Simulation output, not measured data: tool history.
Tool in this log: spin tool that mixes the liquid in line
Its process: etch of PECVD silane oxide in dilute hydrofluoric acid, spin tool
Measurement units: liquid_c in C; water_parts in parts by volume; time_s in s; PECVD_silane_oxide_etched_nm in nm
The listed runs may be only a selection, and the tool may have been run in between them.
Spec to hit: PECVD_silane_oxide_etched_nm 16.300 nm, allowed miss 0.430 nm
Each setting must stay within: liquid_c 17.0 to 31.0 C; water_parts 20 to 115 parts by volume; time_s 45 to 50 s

Run 1, day 0.000: liquid_c 23.0 C, water_parts 65 parts by volume, time_s 45 s. Result: PECVD_silane_oxide_etched_nm 18.526 nm.
Run 2, day 0.279: liquid_c 25.0 C, water_parts 65 parts by volume, time_s 45 s. Result: PECVD_silane_oxide_etched_nm 20.298 nm.
Run 3, day 0.408: liquid_c 22.5 C, water_parts 65 parts by volume, time_s 45 s. Result: PECVD_silane_oxide_etched_nm 18.293 nm.
Run 4, day 0.725: liquid_c 22.5 C, water_parts 65 parts by volume, time_s 45 s. Result: PECVD_silane_oxide_etched_nm 18.288 nm.
Run 5, day 0.867: liquid_c 22.5 C, water_parts 50 parts by volume, time_s 45 s. Result: PECVD_silane_oxide_etched_nm 24.339 nm.
Run 6, day 1.004: liquid_c 22.5 C, water_parts 50 parts by volume, time_s 50 s. Result: PECVD_silane_oxide_etched_nm 27.049 nm.
Run 7, day 1.200: liquid_c 21.0 C, water_parts 55 parts by volume, time_s 50 s. Result: PECVD_silane_oxide_etched_nm 22.948 nm.
Run 8, day 1.271: liquid_c 20.0 C, water_parts 60 parts by volume, time_s 50 s. Result: PECVD_silane_oxide_etched_nm 20.097 nm.
At day 1.317: thermometer replaced.
Run 9, day 1.317: liquid_c 19.0 C, water_parts 60 parts by volume, time_s 50 s. Result: PECVD_silane_oxide_etched_nm 20.485 nm.
Run 10, day 1.400: liquid_c 18.5 C, water_parts 65 parts by volume, time_s 50 s. Result: PECVD_silane_oxide_etched_nm 18.213 nm.
Run 11, day 1.712: liquid_c 18.0 C, water_parts 65 parts by volume, time_s 50 s. Result: PECVD_silane_oxide_etched_nm 18.078 nm.
Run 12, day 2.008: liquid_c 17.5 C, water_parts 65 parts by volume, time_s 50 s. Result: PECVD_silane_oxide_etched_nm 17.521 nm.
Run 13, day 2.350: liquid_c 17.0 C, water_parts 65 parts by volume, time_s 50 s. Result: PECVD_silane_oxide_etched_nm 17.311 nm.

Consider the 4 candidate settings below. Which is the only one whose results all fall within their allowed miss of target?
Run A, day 2.692: liquid_c 17.0 C, water_parts 65 parts by volume, time_s 45 s. Result: PECVD_silane_oxide_etched_nm ?.
Run B, day 2.692: liquid_c 17.5 C, water_parts 65 parts by volume, time_s 50 s. Result: PECVD_silane_oxide_etched_nm ?.
Run C, day 2.692: liquid_c 19.5 C, water_parts 75 parts by volume, time_s 50 s. Result: PECVD_silane_oxide_etched_nm ?.
Run D, day 2.692: liquid_c 19.0 C, water_parts 65 parts by volume, time_s 50 s. Result: PECVD_silane_oxide_etched_nm ?.

move  PECVD_silane_oxide_etched_nm
   A                        15.493
   B                        17.589
   C                        16.407
   D                        18.751
A: pushes the last run's worst result past its target
B: misses by more than the last run did
C: hits every target within its allowed miss
D: misses by more than the last run did
So the answer is move C, the one that meets all the targets.
